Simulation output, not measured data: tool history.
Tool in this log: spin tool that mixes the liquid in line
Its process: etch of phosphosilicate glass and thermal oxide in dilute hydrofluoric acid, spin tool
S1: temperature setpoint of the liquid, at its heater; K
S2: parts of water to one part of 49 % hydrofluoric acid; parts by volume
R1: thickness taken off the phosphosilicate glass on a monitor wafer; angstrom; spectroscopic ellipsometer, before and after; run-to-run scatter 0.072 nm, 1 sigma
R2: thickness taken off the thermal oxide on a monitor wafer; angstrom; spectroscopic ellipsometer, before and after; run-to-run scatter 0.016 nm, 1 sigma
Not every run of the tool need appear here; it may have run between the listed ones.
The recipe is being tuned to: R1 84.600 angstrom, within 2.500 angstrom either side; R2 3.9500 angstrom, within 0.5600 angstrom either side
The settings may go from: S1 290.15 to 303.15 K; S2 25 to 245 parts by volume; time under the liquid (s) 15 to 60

Run 1, day 0.000: S1 295.15 K, S2 135 parts by volume, time under the liquid (s) 30. Result: R1 209.700 angstrom, R2 9.4177 angstrom.
Run 2, day 0.217: S1 295.15 K, S2 135 parts by volume, time under the liquid (s) 40. Result: R1 276.570 angstrom, R2 12.4490 angstrom.
Run 3, day 0.458: S1 293.15 K, S2 135 parts by volume, time under the liquid (s) 40. Result: R1 255.440 angstrom, R2 12.6680 angstrom.
Run 4, day 0.667: S1 293.15 K, S2 135 parts by volume, time under the liquid (s) 30. Result: R1 191.130 angstrom, R2 8.5561 angstrom.
Run 5, day 1.008: S1 293.15 K, S2 135 parts by volume, time under the liquid (s) 20. Result: R1 127.360 angstrom, R2 6.0265 angstrom.
Run 6, day 1.167: S1 293.15 K, S2 135 parts by volume, time under the liquid (s) 15. Result: R1 95.306 angstrom, R2 4.1908 angstrom.
Run 7, day 1.204: S1 292.65 K, S2 135 parts by volume, time under the liquid (s) 15. Result: R1 92.268 angstrom, R2 4.5671 angstrom.
Run 8, day 1.508: S1 292.65 K, S2 140 parts by volume, time under the liquid (s) 15. Result: R1 89.165 angstrom, R2 4.2722 angstrom.

Next run, 4 choices. One meets every target within its allowed miss, the rest don't. Which?
Run A, day 1.812: S1 299.65 K, S2 170 parts by volume, time under the liquid (s) 15. Result: R1 ?, R2 ?.
Run B, day 1.812: S1 290.65 K, S2 160 parts by volume, time under the liquid (s) 20. Result: R1 ?, R2 ?.
Run C, day 1.812: S1 296.65 K, S2 150 parts by volume, time under the liquid (s) 15. Result: R1 ?, R2 ?.
Run D, day 1.812: S1 294.65 K, S2 160 parts by volume, time under the liquid (s) 15. Result: R1 ?, R2 ?.

move      R1      R2
   A  93.067  4.0088
   B  93.868  4.0433
   C  96.253  4.1460
   D  82.612  3.5584
A: moves away from the targets compared with the last run
B: moves away from the targets compared with the last run
C: moves away from the targets compared with the last run
D: meets every target
D meets every target.
